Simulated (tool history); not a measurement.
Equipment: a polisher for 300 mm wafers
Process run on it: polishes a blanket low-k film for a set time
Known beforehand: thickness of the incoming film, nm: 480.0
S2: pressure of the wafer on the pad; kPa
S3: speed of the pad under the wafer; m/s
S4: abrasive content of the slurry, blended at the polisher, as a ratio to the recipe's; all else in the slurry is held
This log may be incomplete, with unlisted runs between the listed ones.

Run 1, day 0.000: flow of slurry (ml/min) 225, S2 13.8 kPa, S3 1.22 m/s, S4 1.0, polishing time (s) 91. Result: film removed (Å) 405.64.
Run 2, day 0.258: flow of slurry (ml/min) 225, S2 16.5 kPa, S3 1.22 m/s, S4 1.0, polishing time (s) 91. Result: film removed (Å) 500.18.
Run 3, day 0.421: flow of slurry (ml/min) 255, S2 16.5 kPa, S3 1.22 m/s, S4 1.0, polishing time (s) 91. Result: film removed (Å) 489.04.
Run 4, day 0.762: flow of slurry (ml/min) 255, S2 16.5 kPa, S3 1.22 m/s, S4 1.0, polishing time (s) 95. Result: film removed (Å) 516.90.
At day 1.017: worn pad replaced by a new one.
Run 5, day 1.017: flow of slurry (ml/min) 230, S2 16.5 kPa, S3 1.22 m/s, S4 1.0, polishing time (s) 95. Result: film removed (Å) 561.72.
Run 6, day 1.129: flow of slurry (ml/min) 230, S2 16.5 kPa, S3 0.94 m/s, S4 1.0, polishing time (s) 95. Result: film removed (Å) 462.20.
Run 7, day 1.400: flow of slurry (ml/min) 240, S2 15.9 kPa, S3 0.94 m/s, S4 1.0, polishing time (s) 95. Result: film removed (Å) 434.66.
Run 8, day 1.596: flow of slurry (ml/min) 245, S2 15.2 kPa, S3 0.94 m/s, S4 1.0, polishing time (s) 95. Result: film removed (Å) 429.49.

Run 9, settings as shown, results not yet in. Your forecast:
Run 9, day 1.812: flow of slurry (ml/min) 245, S2 14.5 kPa, S3 0.94 m/s, S4 1.0, polishing time (s) 95. Result: film removed (Å) ?.

{"run 9": {"film removed (Å)": 413.66}}
